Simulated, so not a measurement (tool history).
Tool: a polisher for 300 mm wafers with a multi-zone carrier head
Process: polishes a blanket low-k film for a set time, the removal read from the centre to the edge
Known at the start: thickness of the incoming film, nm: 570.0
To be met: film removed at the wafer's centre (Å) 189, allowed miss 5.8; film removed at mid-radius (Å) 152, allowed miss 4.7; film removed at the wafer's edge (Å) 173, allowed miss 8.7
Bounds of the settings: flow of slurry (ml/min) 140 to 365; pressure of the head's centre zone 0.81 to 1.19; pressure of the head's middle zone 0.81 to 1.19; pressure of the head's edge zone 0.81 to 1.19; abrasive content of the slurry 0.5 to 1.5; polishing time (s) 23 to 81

run	hour	flow of slurry (ml/min)	pressure of the head's centre zone	pressure of the head's middle zone	pressure of the head's edge zone	abrasive content of the slurry	polishing time (s)	film removed at the wafer's centre (Å)	film removed at mid-radius (Å)	film removed at the wafer's edge (Å)
1	0	235	1	1	1	1	52	142.94	136.82	139.41
2	8.5	210	1	1	1	1	52	138.36	135.09	142.87
3	15.1	210	1	1	1.03	1	52	139.32	133.94	145.46
4	18.8	215	1.03	1.01	1.05	1.05	52	148.83	140.43	149.25
5	19.4	215	1.05	1	1.07	1.1	52	156.19	143.05	151.1
6	22.3	215	1.09	1	1.07	1.1	52	158.59	142.78	151.12
7	23.6	215	1.1	0.99	1.09	1.15	52	167.98	143.8	155
8	30.6	215	1.1	0.99	1.1	1.15	52	165.93	145.18	159.33
9	37.3	225	1.11	0.99	1.12	1.15	52	169.42	145.42	157.28
10	40.9	220	1.12	0.98	1.13	1.2	52	175.2	145.14	164.8
11	43.4	225	1.13	0.98	1.14	1.2	52	173.28	147.83	166.01
12	51.1	225	1.14	0.98	1.14	1.2	52	178.79	146.49	167.5
13	55.5	230	1.15	0.98	1.14	1.2	52	180.75	145.62	164.44

Which of these 5 next moves meets every target?
A	59.9	275	1.14	1.17	1	0.9	57	?	?	?
B	59.9	185	1.11	1.04	1.04	1.3	52	?	?	?
C	59.9	295	1.17	0.98	1.17	1.3	51	?	?	?
D	59.9	225	1.18	0.87	1.18	1.2	53	?	?	?
E	59.9	200	1.14	0.98	1.19	1.05	55	?	?	?

move	film removed at the wafer's centre (Å)	film removed at mid-radius (Å)	film removed at the wafer's edge (Å)
A	169.37	158.59	147.75
B	175.65	155.13	162.68
C	189.11	150.86	174.16
D	186.66	135.76	172.82
E	173.29	142.42	167.1
A: further off than the last run
B: further off than the last run
C: meets every target
D: brings the result that was furthest off to its target, and leaves another outside
E: further off than the last run
The right move is C.
